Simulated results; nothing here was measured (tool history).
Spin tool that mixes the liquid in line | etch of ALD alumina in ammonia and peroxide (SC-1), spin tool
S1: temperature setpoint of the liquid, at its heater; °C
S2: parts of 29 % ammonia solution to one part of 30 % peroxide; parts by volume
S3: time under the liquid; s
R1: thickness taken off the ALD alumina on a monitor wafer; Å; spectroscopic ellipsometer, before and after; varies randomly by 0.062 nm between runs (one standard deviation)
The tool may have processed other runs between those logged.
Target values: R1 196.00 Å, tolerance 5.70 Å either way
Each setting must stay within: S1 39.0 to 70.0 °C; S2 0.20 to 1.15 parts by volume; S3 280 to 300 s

Run 1, hour 0.0: S1 55.0 °C, S2 0.65 parts by volume, S3 280 s. Result: R1 283.24 Å.
Run 2, hour 6.6: S1 53.0 °C, S2 0.65 parts by volume, S3 280 s. Result: R1 255.09 Å.
Run 3, hour 14.0: S1 53.0 °C, S2 0.65 parts by volume, S3 280 s. Result: R1 253.72 Å.
Run 4, hour 21.4: S1 53.0 °C, S2 0.60 parts by volume, S3 280 s. Result: R1 254.36 Å.
Run 5, hour 29.4: S1 53.0 °C, S2 0.60 parts by volume, S3 280 s. Result: R1 253.03 Å.
Run 6, hour 31.0: S1 53.0 °C, S2 0.45 parts by volume, S3 280 s. Result: R1 246.26 Å.
Run 7, hour 39.8: S1 48.0 °C, S2 0.45 parts by volume, S3 280 s. Result: R1 187.52 Å.
Run 8, hour 45.8: S1 48.0 °C, S2 0.45 parts by volume, S3 280 s. Result: R1 187.22 Å.

Next run, 5 choices. One meets every target within its allowed miss, the rest don't. Which?
Run A, hour 51.8: S1 49.5 °C, S2 0.55 parts by volume, S3 285 s. Result: R1 ?.
Run B, hour 51.8: S1 50.5 °C, S2 0.45 parts by volume, S3 280 s. Result: R1 ?.
Run C, hour 51.8: S1 48.5 °C, S2 0.60 parts by volume, S3 280 s. Result: R1 ?.
Run D, hour 51.8: S1 49.0 °C, S2 0.35 parts by volume, S3 300 s. Result: R1 ?.
Run E, hour 51.8: S1 48.5 °C, S2 0.55 parts by volume, S3 300 s. Result: R1 ?.

move      R1
   A  211.13
   B  215.02
   C  197.89
   D  207.10
   E  210.27
A: pushes the last run's worst result past its target
B: pushes the last run's worst result past its target
C: all results land within tolerance of their targets
D: pushes the last run's worst result past its target
E: pushes the last run's worst result past its target
Correct choice: C, which meets every target
